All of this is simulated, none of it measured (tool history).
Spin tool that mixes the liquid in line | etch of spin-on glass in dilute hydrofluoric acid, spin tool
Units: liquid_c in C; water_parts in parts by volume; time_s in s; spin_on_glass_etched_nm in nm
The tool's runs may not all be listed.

| run | day | liquid_c | water_parts | time_s | spin_on_glass_etched_nm |
|---|---|---|---|---|---|
| 1 | 0 | 22 | 210 | 15 | 1.2306 |
| 2 | 0.292 | 23.5 | 185 | 15 | 1.4935 |
| 3 | 0.317 | 25 | 165 | 15 | 1.8182 |
| 4 | 0.412 | 26 | 150 | 15 | 2.1357 |
| 5 | 0.517 | 27 | 140 | 15 | 2.3739 |
| 6 | 0.842 | 27 | 210 | 15 | 1.4674 |
| 7 | 1.092 | 27.5 | 185 | 15 | 1.7236 |
| 8 | 1.229 | 28 | 165 | 15 | 2.0356 |
| 9 | 1.454 | 28.5 | 150 | 15 | 2.3192 |
| 10 | 1.775 | 29 | 140 | 15 | 2.566 |

Run 11 comes next. What will it give?
| 11 | 2.062 | 30 | 105 | 15 | ? |

spin_on_glass_etched_nm: 3.6974 nm
